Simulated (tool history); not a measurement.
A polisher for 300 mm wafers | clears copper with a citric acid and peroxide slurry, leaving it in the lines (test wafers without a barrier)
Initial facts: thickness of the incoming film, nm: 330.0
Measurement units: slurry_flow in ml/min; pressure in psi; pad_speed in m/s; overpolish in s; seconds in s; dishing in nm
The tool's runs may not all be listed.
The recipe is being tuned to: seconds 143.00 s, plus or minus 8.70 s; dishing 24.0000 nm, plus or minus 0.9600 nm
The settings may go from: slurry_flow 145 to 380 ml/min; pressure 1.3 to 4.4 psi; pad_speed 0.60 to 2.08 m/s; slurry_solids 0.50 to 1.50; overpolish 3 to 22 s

{"run": 1, "hour": 0.0, "slurry_flow": 245, "pressure": 2.8, "pad_speed": 1.34, "slurry_solids": 1.0, "overpolish": 11, "seconds": 114.33, "dishing": 22.517}
{"run": 2, "hour": 2.0, "slurry_flow": 245, "pressure": 2.8, "pad_speed": 1.34, "slurry_solids": 1.0, "overpolish": 7, "seconds": 117.02, "dishing": 15.166}
{"run": 3, "hour": 2.6, "slurry_flow": 245, "pressure": 2.7, "pad_speed": 1.34, "slurry_solids": 1.0, "overpolish": 8, "seconds": 120.19, "dishing": 16.504}
{"run": 4, "hour": 10.3, "slurry_flow": 245, "pressure": 2.7, "pad_speed": 1.34, "slurry_solids": 1.0, "overpolish": 3, "seconds": 118.42, "dishing": 6.4884}
{"run": 5, "hour": 12.8, "slurry_flow": 245, "pressure": 2.4, "pad_speed": 1.34, "slurry_solids": 1.0, "overpolish": 3, "seconds": 131.26, "dishing": 6.134}
{"run": 6, "hour": 13.7, "slurry_flow": 245, "pressure": 2.4, "pad_speed": 1.34, "slurry_solids": 1.0, "overpolish": 3, "seconds": 130.86, "dishing": 6.0447}
{"run": 7, "hour": 19.7, "slurry_flow": 240, "pressure": 2.5, "pad_speed": 1.26, "slurry_solids": 1.0, "overpolish": 5, "seconds": 131.56, "dishing": 9.5947}
{"run": 8, "hour": 20.7, "slurry_flow": 185, "pressure": 3.3, "pad_speed": 0.9, "slurry_solids": 1.05, "overpolish": 8, "seconds": 152.85, "dishing": 13.336}
{"run": 9, "hour": 26.6, "slurry_flow": 180, "pressure": 3.5, "pad_speed": 0.88, "slurry_solids": 1.05, "overpolish": 9, "seconds": 151.62, "dishing": 15.166}
{"run": 10, "hour": 33.7, "slurry_flow": 180, "pressure": 3.6, "pad_speed": 0.86, "slurry_solids": 1.05, "overpolish": 10, "seconds": 149.22, "dishing": 16.502}
{"run": 11, "hour": 35.8, "slurry_flow": 180, "pressure": 3.6, "pad_speed": 0.86, "slurry_solids": 1.1, "overpolish": 11, "seconds": 153.55, "dishing": 18.055}
{"run": 12, "hour": 44.0, "slurry_flow": 180, "pressure": 3.7, "pad_speed": 0.86, "slurry_solids": 1.05, "overpolish": 11, "seconds": 155.9, "dishing": 18.199}
{"run": 13, "hour": 49.9, "slurry_flow": 180, "pressure": 3.8, "pad_speed": 0.88, "slurry_solids": 1.05, "overpolish": 11, "seconds": 146.4, "dishing": 19.034}
{"run": 14, "hour": 52.2, "slurry_flow": 175, "pressure": 3.9, "pad_speed": 0.88, "slurry_solids": 1.05, "overpolish": 11, "seconds": 142.98, "dishing": 19.374}
{"hour": 55.1, "done": "worn pad replaced by a new one"}
{"run": 15, "hour": 55.1, "slurry_flow": 170, "pressure": 4.0, "pad_speed": 0.86, "slurry_solids": 1.05, "overpolish": 12, "seconds": 130.23, "dishing": 23.131}
{"run": 16, "hour": 56.5, "slurry_flow": 170, "pressure": 3.9, "pad_speed": 0.84, "slurry_solids": 1.05, "overpolish": 13, "seconds": 132.13, "dishing": 24.202}
{"run": 17, "hour": 64.1, "slurry_flow": 175, "pressure": 3.9, "pad_speed": 0.84, "slurry_solids": 1.05, "overpolish": 13, "seconds": 130.99, "dishing": 24.508}
{"run": 18, "hour": 65.6, "slurry_flow": 170, "pressure": 3.9, "pad_speed": 0.84, "slurry_solids": 1.05, "overpolish": 13, "seconds": 128.79, "dishing": 24.127}

Which one of the following 4 next-run settings gets every result inside its allowed miss? There is exactly one.
{"run": "A", "hour": 67.1, "slurry_flow": 185, "pressure": 4.4, "pad_speed": 0.66, "slurry_solids": 1.1, "overpolish": 16, "seconds": "?", "dishing": "?"}
{"run": "B", "hour": 67.1, "slurry_flow": 145, "pressure": 4.4, "pad_speed": 0.6, "slurry_solids": 0.9, "overpolish": 17, "seconds": "?", "dishing": "?"}
{"run": "C", "hour": 67.1, "slurry_flow": 145, "pressure": 3.2, "pad_speed": 1.24, "slurry_solids": 0.65, "overpolish": 13, "seconds": "?", "dishing": "?"}
{"run": "D", "hour": 67.1, "slurry_flow": 235, "pressure": 4.1, "pad_speed": 0.64, "slurry_solids": 1.45, "overpolish": 14, "seconds": "?", "dishing": "?"}

move=A seconds=150.44 dishing=26.8830
move=B seconds=177.58 dishing=24.4370
move=C seconds=125.65 dishing=26.0100
move=D seconds=147.96 dishing=24.1430
A: gets the furthest-off result to its target, but another result is out of tolerance
B: moves the result that the last run missed by most past its target, out the other side
C: misses by more than the last run did
D: meets every target
So the answer is move D, the one that meets all the targets.
